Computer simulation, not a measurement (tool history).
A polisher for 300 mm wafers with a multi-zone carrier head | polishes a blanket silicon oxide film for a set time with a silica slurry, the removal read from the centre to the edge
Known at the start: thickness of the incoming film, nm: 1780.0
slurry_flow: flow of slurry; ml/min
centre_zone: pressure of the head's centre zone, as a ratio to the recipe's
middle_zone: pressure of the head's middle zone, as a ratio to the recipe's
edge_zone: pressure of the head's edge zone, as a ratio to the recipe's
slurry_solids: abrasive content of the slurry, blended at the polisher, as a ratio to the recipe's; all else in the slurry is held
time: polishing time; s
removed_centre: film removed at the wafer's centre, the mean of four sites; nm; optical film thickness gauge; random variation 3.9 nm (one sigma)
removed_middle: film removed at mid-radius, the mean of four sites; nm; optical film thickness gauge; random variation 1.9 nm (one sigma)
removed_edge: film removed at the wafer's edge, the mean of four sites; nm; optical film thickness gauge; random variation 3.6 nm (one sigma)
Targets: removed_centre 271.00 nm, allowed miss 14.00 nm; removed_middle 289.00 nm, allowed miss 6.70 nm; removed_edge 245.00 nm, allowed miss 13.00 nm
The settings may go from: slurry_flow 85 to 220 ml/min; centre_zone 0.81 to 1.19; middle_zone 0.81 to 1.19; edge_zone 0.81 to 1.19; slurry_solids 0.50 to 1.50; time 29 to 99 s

Run 1, day 0.000: slurry_flow 140 ml/min, centre_zone 1.00, middle_zone 1.00, edge_zone 1.00, slurry_solids 1.00, time 64 s. Result: removed_centre 186.58 nm, removed_middle 192.09 nm, removed_edge 191.89 nm.
Run 2, day 0.258: slurry_flow 140 ml/min, centre_zone 1.00, middle_zone 1.00, edge_zone 1.00, slurry_solids 1.00, time 54 s. Result: removed_centre 160.86 nm, removed_middle 165.22 nm, removed_edge 158.84 nm.
Run 3, day 0.600: slurry_flow 140 ml/min, centre_zone 1.00, middle_zone 1.00, edge_zone 1.00, slurry_solids 1.00, time 62 s. Result: removed_centre 186.28 nm, removed_middle 188.58 nm, removed_edge 187.70 nm.
Run 4, day 0.696: slurry_flow 140 ml/min, centre_zone 1.00, middle_zone 1.06, edge_zone 1.00, slurry_solids 1.00, time 62 s. Result: removed_centre 183.67 nm, removed_middle 196.72 nm, removed_edge 187.29 nm.
Run 5, day 0.754: slurry_flow 140 ml/min, centre_zone 1.00, middle_zone 1.06, edge_zone 0.97, slurry_solids 1.00, time 62 s. Result: removed_centre 185.95 nm, removed_middle 195.86 nm, removed_edge 181.55 nm.
Run 6, day 0.779: slurry_flow 140 ml/min, centre_zone 1.07, middle_zone 1.06, edge_zone 0.97, slurry_solids 1.00, time 62 s. Result: removed_centre 191.22 nm, removed_middle 197.94 nm, removed_edge 185.62 nm.
Run 7, day 1.146: slurry_flow 155 ml/min, centre_zone 1.09, middle_zone 1.09, edge_zone 0.97, slurry_solids 1.10, time 62 s. Result: removed_centre 208.87 nm, removed_middle 216.37 nm, removed_edge 192.71 nm.
Run 8, day 1.296: slurry_flow 155 ml/min, centre_zone 1.09, middle_zone 1.09, edge_zone 0.97, slurry_solids 1.10, time 62 s. Result: removed_centre 206.68 nm, removed_middle 215.16 nm, removed_edge 192.69 nm.
Run 9, day 1.496: slurry_flow 195 ml/min, centre_zone 1.14, middle_zone 1.19, edge_zone 1.07, slurry_solids 1.35, time 63 s. Result: removed_centre 252.28 nm, removed_middle 265.54 nm, removed_edge 236.06 nm.

Which of these 4 next moves meets every target?
Run A, day 1.696: slurry_flow 210 ml/min, centre_zone 1.16, middle_zone 1.18, edge_zone 1.04, slurry_solids 1.30, time 62 s. Result: removed_centre ?, removed_middle ?, removed_edge ?.
Run B, day 1.696: slurry_flow 190 ml/min, centre_zone 1.13, middle_zone 1.17, edge_zone 0.99, slurry_solids 1.45, time 67 s. Result: removed_centre ?, removed_middle ?, removed_edge ?.
Run C, day 1.696: slurry_flow 200 ml/min, centre_zone 1.19, middle_zone 1.18, edge_zone 0.89, slurry_solids 1.50, time 69 s. Result: removed_centre ?, removed_middle ?, removed_edge ?.
Run D, day 1.696: slurry_flow 195 ml/min, centre_zone 1.10, middle_zone 1.19, edge_zone 0.93, slurry_solids 1.45, time 69 s. Result: removed_centre ?, removed_middle ?, removed_edge ?.

move  removed_centre  removed_middle  removed_edge
   A          250.17          260.67        224.60
   B          271.89          287.44        245.40
   C          297.50          304.30        246.74
   D          275.68          301.66        247.14
A: further off than the last run
B: meets every target
C: takes the result that was furthest off past its target
D: takes the result that was furthest off past its target
Move B is the one to make.

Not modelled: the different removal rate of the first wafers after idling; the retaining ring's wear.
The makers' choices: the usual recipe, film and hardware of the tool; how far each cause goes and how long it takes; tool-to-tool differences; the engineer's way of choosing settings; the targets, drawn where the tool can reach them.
